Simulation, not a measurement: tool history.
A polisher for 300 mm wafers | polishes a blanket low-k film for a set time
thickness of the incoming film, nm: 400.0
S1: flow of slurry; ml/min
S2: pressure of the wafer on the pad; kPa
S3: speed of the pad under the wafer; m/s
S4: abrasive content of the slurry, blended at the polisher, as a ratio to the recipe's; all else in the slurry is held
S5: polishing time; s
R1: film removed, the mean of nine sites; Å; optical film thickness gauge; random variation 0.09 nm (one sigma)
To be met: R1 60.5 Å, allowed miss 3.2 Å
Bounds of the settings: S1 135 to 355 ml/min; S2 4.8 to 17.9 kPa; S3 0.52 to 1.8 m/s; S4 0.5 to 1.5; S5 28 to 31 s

run,hour,S1,S2,S3,S4,S5,R1
1,0,225,11,1.16,1,31,138.06
2,6.1,265,11,1.16,1,31,140.8
3,14,265,10.3,1.12,1,31,130.95
4,19.3,265,9.7,1.08,1,31,119.72
5,28.1,305,9.7,1.08,1,31,119.53
6,31.1,305,7.6,1.08,1,31,93.568
7,34.8,305,7.6,1.08,1,31,92.908
8,38.3,305,7.6,1.06,1,31,95.606
9,40.4,305,7.6,1.04,1,31,88.288
10,41.7,305,4.8,0.86,1,31,51.716

Which of these 5 next moves meets every target?
A,43,325,4.8,0.74,0.9,28,?
B,43,295,5.5,0.58,0.85,28,?
C,43,285,4.8,0.62,1.25,30,?
D,43,245,6.9,0.68,1.1,30,?
E,43,285,4.8,0.9,1.1,28,?

move,R1
A,40.415
B,38.159
C,42.477
D,59.691
E,48.59
A: further off than the last run
B: further off than the last run
C: further off than the last run
D: meets every target
E: further off than the last run
Answer: D
